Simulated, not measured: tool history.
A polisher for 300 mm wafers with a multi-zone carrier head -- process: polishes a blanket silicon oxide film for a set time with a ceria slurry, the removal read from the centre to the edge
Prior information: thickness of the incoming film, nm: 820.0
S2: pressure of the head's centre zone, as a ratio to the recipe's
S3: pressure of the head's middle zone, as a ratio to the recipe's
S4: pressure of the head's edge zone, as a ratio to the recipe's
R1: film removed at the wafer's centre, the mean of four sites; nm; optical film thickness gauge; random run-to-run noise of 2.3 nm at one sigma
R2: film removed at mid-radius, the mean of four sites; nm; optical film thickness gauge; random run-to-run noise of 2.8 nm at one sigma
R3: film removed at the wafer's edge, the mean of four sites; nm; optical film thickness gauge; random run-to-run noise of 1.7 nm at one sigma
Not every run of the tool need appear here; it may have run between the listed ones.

{"run": 1, "day": 0.0, "flow of slurry (ml/min)": 180, "S2": 1, "S3": 1, "S4": 1, "polishing time (s)": 40, "R1": 168.34, "R2": 168.5, "R3": 169.3}
{"run": 2, "day": 0.025, "flow of slurry (ml/min)": 190, "S2": 0.99, "S3": 1.03, "S4": 1.02, "polishing time (s)": 40, "R1": 166.13, "R2": 173.53, "R3": 172.37}
{"run": 3, "day": 0.167, "flow of slurry (ml/min)": 190, "S2": 0.94, "S3": 1.03, "S4": 1.02, "polishing time (s)": 40, "R1": 158.75, "R2": 171.13, "R3": 173.36}
{"run": 4, "day": 0.517, "flow of slurry (ml/min)": 190, "S2": 0.88, "S3": 1.03, "S4": 1.02, "polishing time (s)": 40, "R1": 151.35, "R2": 171.39, "R3": 169.88}
{"run": 5, "day": 0.838, "flow of slurry (ml/min)": 190, "S2": 0.88, "S3": 1.03, "S4": 1.02, "polishing time (s)": 35, "R1": 130.4, "R2": 151.37, "R3": 149.04}
{"run": 6, "day": 1.075, "flow of slurry (ml/min)": 190, "S2": 0.88, "S3": 1.03, "S4": 1.02, "polishing time (s)": 29, "R1": 106.29, "R2": 125.68, "R3": 126.24}
{"run": 7, "day": 1.375, "flow of slurry (ml/min)": 200, "S2": 0.89, "S3": 1.06, "S4": 1.03, "polishing time (s)": 32, "R1": 120.81, "R2": 140.83, "R3": 139.72}
{"run": 8, "day": 1.496, "flow of slurry (ml/min)": 200, "S2": 0.89, "S3": 1.08, "S4": 1.02, "polishing time (s)": 34, "R1": 129.6, "R2": 154.53, "R3": 148.78}
{"run": 9, "day": 1.862, "flow of slurry (ml/min)": 205, "S2": 0.9, "S3": 1.1, "S4": 1.02, "polishing time (s)": 35, "R1": 134.74, "R2": 161.44, "R3": 154.16}

Forecast run 10:
{"run": 10, "day": 2.1, "flow of slurry (ml/min)": 210, "S2": 0.91, "S3": 1.12, "S4": 1.02, "polishing time (s)": 36, "R1": "?", "R2": "?", "R3": "?"}

{"run 10": {"R1": 141.25, "R2": 167.92, "R3": 157.07}}
